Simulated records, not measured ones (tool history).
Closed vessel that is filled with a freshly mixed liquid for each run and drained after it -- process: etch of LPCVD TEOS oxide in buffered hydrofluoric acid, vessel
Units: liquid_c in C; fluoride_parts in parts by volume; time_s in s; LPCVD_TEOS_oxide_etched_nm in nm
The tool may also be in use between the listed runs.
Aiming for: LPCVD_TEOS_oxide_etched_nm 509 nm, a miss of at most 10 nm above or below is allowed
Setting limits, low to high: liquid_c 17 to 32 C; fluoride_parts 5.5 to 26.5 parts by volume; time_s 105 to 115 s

run	hour	liquid_c	fluoride_parts	time_s	LPCVD_TEOS_oxide_etched_nm
1	0	24	16	105	293.5
2	2.3	26.5	15.5	105	348.7
3	3.8	28.5	15	105	398.47
4	11.9	29.5	14.5	105	435.79
5	17.9	26.5	14.5	105	370.15
6	24.2	26.5	14.5	115	404.81
7	25.2	28	14.5	115	442.74
8	33.8	29	14.5	115	459.06
9	38.7	29.5	14.5	115	475.94
10	45.1	29.5	14.5	115	477.18
11	53.3	30	14.5	115	484.2

Below are 5 possible settings for the next run. Only one of them brings all results inside the allowed miss of their targets. Which is it?
A	61.5	29.5	13	110	?
B	61.5	29	13.5	105	?
C	61.5	32	15	115	?
D	61.5	31.5	15	110	?
E	61.5	26.5	11.5	105	?

move	LPCVD_TEOS_oxide_etched_nm
A	509.96
B	456.92
C	528.23
D	492.29
E	467.8
A: every result lands within tolerance
B: misses by more than the last run did
C: pushes the last run's worst result past its target
D: closes in on the targets versus the last run, not all within tolerance yet
E: misses by more than the last run did
Answer: A
